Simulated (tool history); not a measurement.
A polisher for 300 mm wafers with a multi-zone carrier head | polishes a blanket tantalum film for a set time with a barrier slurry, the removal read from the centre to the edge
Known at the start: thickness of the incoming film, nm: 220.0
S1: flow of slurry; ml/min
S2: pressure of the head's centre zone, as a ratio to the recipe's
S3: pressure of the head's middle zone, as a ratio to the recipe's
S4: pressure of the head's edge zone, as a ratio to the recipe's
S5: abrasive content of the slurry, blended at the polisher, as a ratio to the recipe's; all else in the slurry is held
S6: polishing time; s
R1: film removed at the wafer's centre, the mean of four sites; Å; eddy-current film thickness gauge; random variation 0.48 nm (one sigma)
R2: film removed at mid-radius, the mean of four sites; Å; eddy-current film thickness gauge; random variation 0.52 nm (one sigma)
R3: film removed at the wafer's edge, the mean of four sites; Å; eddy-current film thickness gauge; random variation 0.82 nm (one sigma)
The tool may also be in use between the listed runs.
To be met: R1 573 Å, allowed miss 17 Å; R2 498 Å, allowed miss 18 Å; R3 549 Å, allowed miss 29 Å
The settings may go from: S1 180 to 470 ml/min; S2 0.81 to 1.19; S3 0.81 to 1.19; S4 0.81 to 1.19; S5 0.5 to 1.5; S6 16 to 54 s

run 1 day=0 | S1=300 S2=1 S3=1 S4=1 S5=1 S6=35 | R1=686.5 R2=657.92 R3=682.82
run 2 day=0.1 | S1=300 S2=1 S3=1 S4=1 S5=0.9 S6=35 | R1=669.09 R2=637.5 R3=664.96
run 3 day=0.312 | S1=300 S2=0.99 S3=0.97 S4=0.97 S5=0.8 S6=35 | R1=646.39 R2=602.71 R3=628.87
run 4 day=0.608 | S1=295 S2=0.97 S3=0.94 S4=0.95 S5=0.75 S6=35 | R1=627.75 R2=581.55 R3=608.21
run 5 day=0.696 | S1=295 S2=1.01 S3=0.94 S4=0.95 S5=0.75 S6=35 | R1=645.1 R2=579.5 R3=630.02
run 6 day=0.754 | S1=360 S2=1.01 S3=0.94 S4=0.95 S5=0.75 S6=35 | R1=652.95 R2=592.48 R3=617.68
run 7 day=1.033 | S1=360 S2=0.99 S3=0.91 S4=0.94 S5=0.7 S6=35 | R1=644.75 R2=575.69 R3=602.46
run 8 day=1.079 | S1=350 S2=0.97 S3=0.89 S4=0.94 S5=0.65 S6=35 | R1=609.69 R2=545.51 R3=594.94

4 next moves are on the table. One of them brings every result within its allowed miss. Which?
run A day=1.125 | S1=465 S2=1 S3=0.88 S4=0.96 S5=0.5 S6=34 | R1=? R2=? R3=?
run B day=1.125 | S1=425 S2=1 S3=0.92 S4=0.92 S5=0.75 S6=35 | R1=? R2=? R3=?
run C day=1.125 | S1=335 S2=0.95 S3=0.89 S4=0.96 S5=0.6 S6=36 | R1=? R2=? R3=?
run D day=1.125 | S1=375 S2=0.95 S3=0.93 S4=0.85 S5=0.6 S6=34 | R1=? R2=? R3=?

move=A R1=568.72 R2=500.12 R3=543.15
move=B R1=651.73 R2=591.28 R3=610.92
move=C R1=585.81 R2=548.27 R3=594
move=D R1=559.51 R2=539.29 R3=534.33
A: meets every target
B: further off than the last run
C: further off than the last run
D: nearer than the last run, and not there yet
Move A is the one to make.
